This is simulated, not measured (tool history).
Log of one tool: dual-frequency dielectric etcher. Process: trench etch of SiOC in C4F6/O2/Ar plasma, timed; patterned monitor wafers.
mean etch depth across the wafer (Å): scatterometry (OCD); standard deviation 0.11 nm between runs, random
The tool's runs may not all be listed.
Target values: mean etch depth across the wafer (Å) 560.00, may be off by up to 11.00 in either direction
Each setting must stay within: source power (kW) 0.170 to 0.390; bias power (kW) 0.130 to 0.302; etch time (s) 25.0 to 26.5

run,day,source power (kW),bias power (kW),etch time (s),mean etch depth across the wafer (Å)
1,0.000,0.280,0.216,25.0,516.64
2,0.071,0.280,0.200,25.0,503.30
3,0.296,0.290,0.201,25.0,510.46
4,0.504,0.290,0.163,25.0,478.71
5,0.771,0.290,0.163,26.5,507.42
6,1.121,0.290,0.163,26.5,507.99
7,1.304,0.300,0.164,26.5,514.18
8,1.600,0.310,0.165,26.5,520.58

Which one of the following 4 next-run settings gets every result inside its allowed miss? There is exactly one.
A,1.896,0.380,0.187,26.0,?
B,1.896,0.350,0.178,26.0,?
C,1.896,0.280,0.143,26.0,?
D,1.896,0.280,0.235,25.5,?

move,mean etch depth across the wafer (Å)
A,561.00
B,539.24
C,474.22
D,539.44
A: in spec on every target
B: an improvement on the last run, though not all results are within tolerance
C: lands further from the targets than the last run did
D: an improvement on the last run, though not all results are within tolerance
Go with A: it meets all targets.
